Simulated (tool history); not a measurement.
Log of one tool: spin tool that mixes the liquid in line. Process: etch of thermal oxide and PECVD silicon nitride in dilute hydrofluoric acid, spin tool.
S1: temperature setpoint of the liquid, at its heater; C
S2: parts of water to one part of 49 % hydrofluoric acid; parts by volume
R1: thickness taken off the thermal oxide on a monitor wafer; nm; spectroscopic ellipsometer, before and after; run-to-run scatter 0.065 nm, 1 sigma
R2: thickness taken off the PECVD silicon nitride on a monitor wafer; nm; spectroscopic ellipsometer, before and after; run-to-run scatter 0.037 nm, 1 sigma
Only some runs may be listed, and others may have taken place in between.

{"run": 1, "hour": 0.0, "S1": 24, "S2": 65, "time under the liquid (s)": 180, "R1": 15.189, "R2": 6.2214}
{"run": 2, "hour": 3.6, "S1": 24, "S2": 65, "time under the liquid (s)": 135, "R1": 11.404, "R2": 4.6926}
{"run": 3, "hour": 11.3, "S1": 24, "S2": 80, "time under the liquid (s)": 135, "R1": 9.1444, "R2": 3.8631}
{"run": 4, "hour": 13.5, "S1": 24, "S2": 75, "time under the liquid (s)": 135, "R1": 9.7684, "R2": 3.9909}
{"run": 5, "hour": 22.5, "S1": 24, "S2": 90, "time under the liquid (s)": 135, "R1": 7.9161, "R2": 3.3863}
{"run": 6, "hour": 25.0, "S1": 24, "S2": 85, "time under the liquid (s)": 130, "R1": 8.0703, "R2": 3.4583}

What will run 7 give?
{"run": 7, "hour": 27.0, "S1": 24, "S2": 80, "time under the liquid (s)": 130, "R1": "?", "R2": "?"}

{"run 7": {"R1": 8.733, "R2": 3.6698}}
